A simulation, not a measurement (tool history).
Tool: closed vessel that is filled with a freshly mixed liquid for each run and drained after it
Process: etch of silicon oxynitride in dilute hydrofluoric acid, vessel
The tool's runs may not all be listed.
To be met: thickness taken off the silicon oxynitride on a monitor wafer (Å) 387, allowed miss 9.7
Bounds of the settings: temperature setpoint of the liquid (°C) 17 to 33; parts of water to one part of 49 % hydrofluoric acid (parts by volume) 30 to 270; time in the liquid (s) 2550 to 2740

run	day	temperature setpoint of the liquid (°C)	parts of water to one part of 49 % hydrofluoric acid (parts by volume)	time in the liquid (s)	thickness taken off the silicon oxynitride on a monitor wafer (Å)
1	0	25	150	2550	301.41
2	0.104	26	150	2550	314.83
3	0.417	26	150	2550	315.38
4	0.675	27	150	2550	328.28
5	1.038	28	150	2550	342.75
6	1.275	28	100	2550	538.49
7	1.517	26.5	100	2550	507.8
8	1.679	22.5	105	2550	399.12

Which of these 5 next moves meets every target?
A	1.842	27	130	2635	?
B	1.842	21.5	100	2650	?
C	1.842	23	105	2590	?
D	1.842	23.5	115	2740	?
E	1.842	19.5	95	2550	?

move	thickness taken off the silicon oxynitride on a monitor wafer (Å)
A	401.03
B	415.72
C	414.16
D	406.33
E	383.36
A: further off than the last run
B: further off than the last run
C: further off than the last run
D: further off than the last run
E: meets every target
Answer: E
